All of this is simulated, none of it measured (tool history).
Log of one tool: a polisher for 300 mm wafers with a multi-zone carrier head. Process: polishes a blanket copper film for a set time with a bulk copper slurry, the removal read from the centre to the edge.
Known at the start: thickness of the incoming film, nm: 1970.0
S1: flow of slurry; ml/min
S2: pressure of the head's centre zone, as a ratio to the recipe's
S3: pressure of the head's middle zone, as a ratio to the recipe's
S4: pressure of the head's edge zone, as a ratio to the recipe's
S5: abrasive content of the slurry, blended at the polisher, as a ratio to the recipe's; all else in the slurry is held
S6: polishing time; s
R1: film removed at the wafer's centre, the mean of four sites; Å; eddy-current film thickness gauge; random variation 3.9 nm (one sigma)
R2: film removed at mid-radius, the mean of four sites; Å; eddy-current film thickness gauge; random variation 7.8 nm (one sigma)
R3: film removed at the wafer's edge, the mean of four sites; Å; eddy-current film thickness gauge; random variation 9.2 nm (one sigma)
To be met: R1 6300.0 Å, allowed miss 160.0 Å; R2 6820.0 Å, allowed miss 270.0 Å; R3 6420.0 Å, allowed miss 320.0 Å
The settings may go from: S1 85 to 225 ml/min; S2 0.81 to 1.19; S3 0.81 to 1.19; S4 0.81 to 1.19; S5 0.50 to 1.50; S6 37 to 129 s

run,day,S1,S2,S3,S4,S5,S6,R1,R2,R3
1,0.000,145,1.00,1.00,1.00,1.00,83,7602.2,7621.1,7593.7
2,0.062,145,1.00,1.00,1.00,1.00,64,5887.9,5880.0,5800.9
3,0.367,150,1.00,1.01,1.01,1.00,64,5887.4,5979.7,5885.7
4,0.621,150,1.00,1.01,1.01,1.10,64,5941.5,5996.1,5940.1
5,0.775,150,0.93,1.01,1.01,1.10,64,5586.2,6012.3,5845.8
6,0.812,150,0.93,1.01,1.01,1.10,84,7371.3,8083.4,7861.2
7,1.162,145,0.92,1.00,0.98,1.05,84,7183.9,7693.7,7557.4
8,1.533,140,0.91,1.00,0.95,1.05,84,7089.3,7692.8,7293.6
9,1.692,135,0.90,0.99,0.94,1.05,84,6952.4,7797.3,7437.8
10,1.825,135,0.90,0.99,0.93,0.95,83,6778.6,7414.6,7041.2
11,1.933,130,0.90,0.98,0.92,0.90,83,6627.6,7209.1,7122.3
12,2.138,135,0.94,1.02,0.85,0.80,76,6222.2,6904.0,5966.3
13,2.371,135,0.94,1.02,0.86,0.80,76,6216.5,6691.8,6061.0

Which of these 4 next moves meets every target?
A,2.604,140,0.99,1.16,0.81,1.00,69,?,?,?
B,2.604,95,0.95,1.04,0.90,0.60,85,?,?,?
C,2.604,120,0.92,0.92,0.93,0.70,80,?,?,?
D,2.604,170,0.99,1.14,0.81,0.55,71,?,?,?

move,R1,R2,R3
A,6194.0,6899.5,5604.3
B,6250.8,6798.5,6389.9
C,6174.1,6341.6,6455.1
D,6097.6,6684.2,5446.1
A: further off than the last run
B: meets every target
C: brings the result that was furthest off to its target, and leaves another outside
D: further off than the last run
Answer: B

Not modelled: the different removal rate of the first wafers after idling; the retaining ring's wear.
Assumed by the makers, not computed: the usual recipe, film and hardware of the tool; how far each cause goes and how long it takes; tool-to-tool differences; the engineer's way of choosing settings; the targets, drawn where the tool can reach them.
